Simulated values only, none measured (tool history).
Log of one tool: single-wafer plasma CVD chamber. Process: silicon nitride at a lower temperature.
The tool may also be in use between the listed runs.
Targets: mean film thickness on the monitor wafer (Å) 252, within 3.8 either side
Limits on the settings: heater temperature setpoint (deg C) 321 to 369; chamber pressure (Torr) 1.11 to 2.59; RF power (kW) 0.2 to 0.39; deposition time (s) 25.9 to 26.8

run	hour	heater temperature setpoint (deg C)	chamber pressure (Torr)	RF power (kW)	deposition time (s)	mean film thickness on the monitor wafer (Å)
1	0	345	1.85	0.295	25.9	333.28
2	6.5	337	1.85	0.295	25.9	332.35
3	13.8	343	1.85	0.295	25.9	330.78
4	18.2	343	2.15	0.295	25.9	342.39
5	18.7	343	1.95	0.275	25.9	310.52
6	26.7	343	1.81	0.265	25.9	298.45
7	28.2	343	1.69	0.255	25.9	281.38
8	29.3	343	1.69	0.255	25.9	281.66
9	33.6	343	1.58	0.25	25.9	274.43
10	41.5	343	1.49	0.245	25.9	264.18
11	45.3	343	1.43	0.245	25.9	263.2
12	52.6	343	1.37	0.245	25.9	260.26
13	57.2	343	1.33	0.245	25.9	257.64
14	63.2	343	1.3	0.245	25.9	258.37
15	71.4	343	1.12	0.24	25.9	246.03
# hour 73.7: thermocouple changed; heater temperature recalibrated
16	73.7	343	1.15	0.24	25.9	246.98

Pick the move, out of 5, that brings all results within their allowed miss; only one does.
A	76	336	1.11	0.245	25.9	?
B	76	348	1.21	0.23	26.7	?
C	76	345	1.14	0.23	26.5	?
D	76	332	1.11	0.235	25.9	?
E	76	342	1.19	0.235	25.9	?

move	mean film thickness on the monitor wafer (Å)
A	253.36
B	244.3
C	240.6
D	241.65
E	243.18
A: every result within its allowed miss
B: the biggest miss grows against the last run
C: the biggest miss grows against the last run
D: the biggest miss grows against the last run
E: the biggest miss grows against the last run
Move A is the one to make.
